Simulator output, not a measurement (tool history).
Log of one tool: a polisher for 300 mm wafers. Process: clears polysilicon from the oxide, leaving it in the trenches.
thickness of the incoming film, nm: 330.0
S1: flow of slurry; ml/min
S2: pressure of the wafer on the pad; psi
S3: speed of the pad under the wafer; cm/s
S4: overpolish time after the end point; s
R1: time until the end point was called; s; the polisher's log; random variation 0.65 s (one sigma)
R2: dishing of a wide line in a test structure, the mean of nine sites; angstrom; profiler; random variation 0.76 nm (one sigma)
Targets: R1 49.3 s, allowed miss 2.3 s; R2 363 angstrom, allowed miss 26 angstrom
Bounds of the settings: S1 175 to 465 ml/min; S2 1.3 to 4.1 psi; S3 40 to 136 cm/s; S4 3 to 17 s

run 1 hour=0 | S1=295 S2=2.7 S3=88 S4=9 | R1=31.874 R2=382.88
run 2 hour=0.7 | S1=295 S2=2.4 S3=88 S4=9 | R1=34.195 R2=346.42
run 3 hour=6.8 | S1=295 S2=2.3 S3=82 S4=11 | R1=38.373 R2=373.79
run 4 hour=15 | S1=295 S2=2.1 S3=80 S4=12 | R1=43.059 R2=361.7
run 5 hour=17 | S1=295 S2=2 S3=80 S4=13 | R1=45.091 R2=361.19
run 6 hour=24.2 | S1=295 S2=2 S3=80 S4=11 | R1=46.025 R2=342.57
run 7 hour=26.7 | S1=295 S2=2 S3=80 S4=12 | R1=45.34 R2=351.66
run 8 hour=33.5 | S1=295 S2=2 S3=80 S4=13 | R1=45.31 R2=369.38

4 next moves are on the table. One of them brings every result within its allowed miss. Which?
run A hour=40.3 | S1=230 S2=1.9 S3=78 S4=16 | R1=? R2=?
run B hour=40.3 | S1=300 S2=1.6 S3=84 S4=15 | R1=? R2=?
run C hour=40.3 | S1=270 S2=1.9 S3=88 S4=13 | R1=? R2=?
run D hour=40.3 | S1=305 S2=1.9 S3=100 S4=11 | R1=? R2=?

move=A R1=48.875 R2=377.35
move=B R1=52.448 R2=367.7
move=C R1=42.903 R2=372.1
move=D R1=37.535 R2=369.6
A: meets every target
B: takes the result that was furthest off past its target
C: further off than the last run
D: further off than the last run
Move A is the one to make.
